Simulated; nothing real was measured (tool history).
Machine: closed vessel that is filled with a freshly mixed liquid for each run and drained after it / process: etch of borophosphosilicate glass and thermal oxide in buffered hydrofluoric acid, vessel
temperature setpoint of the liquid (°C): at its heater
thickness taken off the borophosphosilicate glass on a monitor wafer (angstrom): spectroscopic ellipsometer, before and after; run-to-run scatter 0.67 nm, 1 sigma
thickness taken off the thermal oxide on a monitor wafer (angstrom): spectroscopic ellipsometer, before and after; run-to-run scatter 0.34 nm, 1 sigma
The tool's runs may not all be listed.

| run | hour | temperature setpoint of the liquid (°C) | parts of 40 % ammonium fluoride to one part of 49 % hydrofluoric acid (parts by volume) | time in the liquid (s) | thickness taken off the borophosphosilicate glass on a monitor wafer (angstrom) | thickness taken off the thermal oxide on a monitor wafer (angstrom) |
|---|---|---|---|---|---|---|
| 1 | 0.0 | 20.0 | 19.0 | 60 | 454.83 | 298.95 |
| 2 | 2.6 | 20.0 | 19.0 | 75 | 567.68 | 371.25 |
| 3 | 4.9 | 20.0 | 14.5 | 75 | 745.59 | 491.18 |
| 4 | 6.9 | 20.0 | 14.5 | 90 | 886.01 | 592.04 |
| 5 | 14.4 | 20.5 | 14.5 | 90 | 915.77 | 604.89 |
| 6 | 15.4 | 20.5 | 10.0 | 90 | 1320.20 | 871.31 |
| 7 | 20.2 | 19.5 | 10.5 | 90 | 1192.50 | 779.26 |
| 8 | 21.2 | 19.0 | 11.0 | 90 | 1094.30 | 736.00 |
| 9 | 26.9 | 19.0 | 11.5 | 90 | 1063.90 | 699.87 |

The next listed run, before its measurement:
| 10 | 34.6 | 18.5 | 11.5 | 90 | ? | ? |

{"run 10": {"thickness taken off the borophosphosilicate glass on a monitor wafer (angstrom)": 1038.1, "thickness taken off the thermal oxide on a monitor wafer (angstrom)": 675.17}}
